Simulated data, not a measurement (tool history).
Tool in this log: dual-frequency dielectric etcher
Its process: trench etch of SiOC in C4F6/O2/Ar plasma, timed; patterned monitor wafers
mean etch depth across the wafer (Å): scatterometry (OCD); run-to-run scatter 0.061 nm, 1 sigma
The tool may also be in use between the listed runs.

run	hour	source power (W)	bias power (W)	etch time (s)	mean etch depth across the wafer (Å)
1	0.0	350	205	11.5	255.63
2	5.3	380	205	11.5	266.05
3	13.2	380	205	10.5	243.40
4	19.9	380	205	10.5	243.14
5	27.2	440	205	10.5	260.41
6	31.6	410	203	10.5	251.64
7	36.7	380	202	10.5	241.45
8	39.8	370	202	10.5	239.18

Run 9 is up next; what results do you expect?
9	40.3	360	202	10.5	?

mean etch depth across the wafer (Å): 236.70
